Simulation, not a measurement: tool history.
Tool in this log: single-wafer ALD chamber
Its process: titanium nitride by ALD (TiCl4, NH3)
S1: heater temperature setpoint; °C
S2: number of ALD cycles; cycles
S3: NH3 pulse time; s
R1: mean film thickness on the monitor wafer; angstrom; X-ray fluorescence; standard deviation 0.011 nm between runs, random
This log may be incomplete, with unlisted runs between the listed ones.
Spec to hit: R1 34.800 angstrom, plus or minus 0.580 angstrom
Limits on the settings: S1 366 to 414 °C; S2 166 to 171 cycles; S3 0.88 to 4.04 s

| run | hour | S1 | S2 | S3 | R1 |
|---|---|---|---|---|---|
| 1 | 0.0 | 390 | 166 | 2.46 | 37.221 |
| 2 | 3.2 | 381 | 166 | 2.46 | 37.035 |
| 3 | 10.1 | 378 | 166 | 2.17 | 36.574 |
| 4 | 11.8 | 378 | 166 | 2.61 | 36.878 |
| 5 | 13.0 | 378 | 166 | 2.61 | 37.040 |
| 6 | 17.3 | 378 | 171 | 2.61 | 38.027 |
| 7 | 21.1 | 376 | 170 | 2.29 | 37.309 |
| 8 | 27.6 | 374 | 169 | 2.13 | 36.814 |
| 9 | 34.5 | 373 | 168 | 2.00 | 36.694 |
| 10 | 42.8 | 372 | 168 | 1.79 | 36.266 |
| 11 | 43.5 | 367 | 166 | 1.06 | 34.219 |

Exercise: of the 5 proposed moves below, exactly one satisfies all targets within the stated allowed misses. Which move is it?
| A | 44.2 | 366 | 166 | 0.94 | ? |
| B | 44.2 | 367 | 167 | 0.95 | ? |
| C | 44.2 | 366 | 171 | 0.94 | ? |
| D | 44.2 | 366 | 166 | 0.88 | ? |
| E | 44.2 | 367 | 167 | 0.88 | ? |

| move | R1 |
|---|---|
| A | 33.490 |
| B | 33.835 |
| C | 34.499 |
| D | 33.297 |
| E | 33.614 |
A: further off than the last run
B: further off than the last run
C: hits every target within its allowed miss
D: further off than the last run
E: further off than the last run
So the answer is move C, the one that meets all the targets.
